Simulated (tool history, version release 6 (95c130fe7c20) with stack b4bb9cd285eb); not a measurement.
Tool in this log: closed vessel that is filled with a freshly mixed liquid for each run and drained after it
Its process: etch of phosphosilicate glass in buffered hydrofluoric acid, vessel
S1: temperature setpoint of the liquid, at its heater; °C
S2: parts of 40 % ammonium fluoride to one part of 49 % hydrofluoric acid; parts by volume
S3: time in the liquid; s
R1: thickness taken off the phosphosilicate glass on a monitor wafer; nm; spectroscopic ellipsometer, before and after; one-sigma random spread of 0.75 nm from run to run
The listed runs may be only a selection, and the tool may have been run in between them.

| run | hour | S1 | S2 | S3 | R1 |
|---|---|---|---|---|---|
| 1 | 0.0 | 20.0 | 20.0 | 30 | 56.567 |
| 2 | 1.5 | 20.0 | 22.5 | 30 | 51.904 |
| 3 | 3.5 | 17.5 | 22.5 | 30 | 45.123 |
| 4 | 4.9 | 17.5 | 18.0 | 30 | 54.996 |
| 5 | 7.5 | 17.0 | 18.0 | 30 | 53.344 |
| 6 | 11.1 | 17.0 | 13.0 | 30 | 71.772 |
| 7 | 13.6 | 20.5 | 13.0 | 30 | 88.709 |

Forecast run 8:
| 8 | 22.3 | 20.5 | 13.0 | 30 | ? |

{"run 8": {"R1": 89.84}}
